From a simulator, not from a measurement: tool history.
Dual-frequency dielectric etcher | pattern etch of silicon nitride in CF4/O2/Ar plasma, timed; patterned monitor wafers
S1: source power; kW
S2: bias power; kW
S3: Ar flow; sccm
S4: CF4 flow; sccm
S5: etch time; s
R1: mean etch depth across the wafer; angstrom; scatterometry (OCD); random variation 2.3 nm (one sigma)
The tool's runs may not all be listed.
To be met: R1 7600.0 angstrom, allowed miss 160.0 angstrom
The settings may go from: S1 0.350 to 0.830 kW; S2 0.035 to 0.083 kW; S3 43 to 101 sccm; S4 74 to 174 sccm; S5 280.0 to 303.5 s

Run 1, hour 0.0: S1 0.590 kW, S2 0.059 kW, S3 72 sccm, S4 124 sccm, S5 303.5 s. Result: R1 8588.9 angstrom.
Run 2, hour 0.7: S1 0.580 kW, S2 0.059 kW, S3 72 sccm, S4 124 sccm, S5 303.5 s. Result: R1 8572.0 angstrom.
Run 3, hour 4.1: S1 0.560 kW, S2 0.059 kW, S3 72 sccm, S4 124 sccm, S5 303.5 s. Result: R1 8395.5 angstrom.
Run 4, hour 12.0: S1 0.540 kW, S2 0.059 kW, S3 72 sccm, S4 124 sccm, S5 303.5 s. Result: R1 8164.3 angstrom.
Run 5, hour 12.9: S1 0.540 kW, S2 0.059 kW, S3 72 sccm, S4 110 sccm, S5 303.5 s. Result: R1 8078.3 angstrom.
Run 6, hour 15.7: S1 0.540 kW, S2 0.059 kW, S3 72 sccm, S4 95 sccm, S5 303.5 s. Result: R1 7974.2 angstrom.
Run 7, hour 22.3: S1 0.530 kW, S2 0.059 kW, S3 72 sccm, S4 95 sccm, S5 303.5 s. Result: R1 7867.3 angstrom.
Run 8, hour 28.5: S1 0.520 kW, S2 0.059 kW, S3 72 sccm, S4 95 sccm, S5 303.5 s. Result: R1 7795.3 angstrom.

Which of these 4 next moves meets every target?
Run A, hour 34.7: S1 0.560 kW, S2 0.061 kW, S3 70 sccm, S4 113 sccm, S5 294.5 s. Result: R1 ?.
Run B, hour 34.7: S1 0.590 kW, S2 0.053 kW, S3 62 sccm, S4 103 sccm, S5 290.0 s. Result: R1 ?.
Run C, hour 34.7: S1 0.530 kW, S2 0.053 kW, S3 69 sccm, S4 95 sccm, S5 300.5 s. Result: R1 ?.
Run D, hour 34.7: S1 0.500 kW, S2 0.073 kW, S3 74 sccm, S4 86 sccm, S5 303.5 s. Result: R1 ?.

move      R1
   A  8150.3
   B  7996.2
   C  7623.4
   D  8045.3
A: further off than the last run
B: further off than the last run
C: meets every target
D: further off than the last run
The right move is C.

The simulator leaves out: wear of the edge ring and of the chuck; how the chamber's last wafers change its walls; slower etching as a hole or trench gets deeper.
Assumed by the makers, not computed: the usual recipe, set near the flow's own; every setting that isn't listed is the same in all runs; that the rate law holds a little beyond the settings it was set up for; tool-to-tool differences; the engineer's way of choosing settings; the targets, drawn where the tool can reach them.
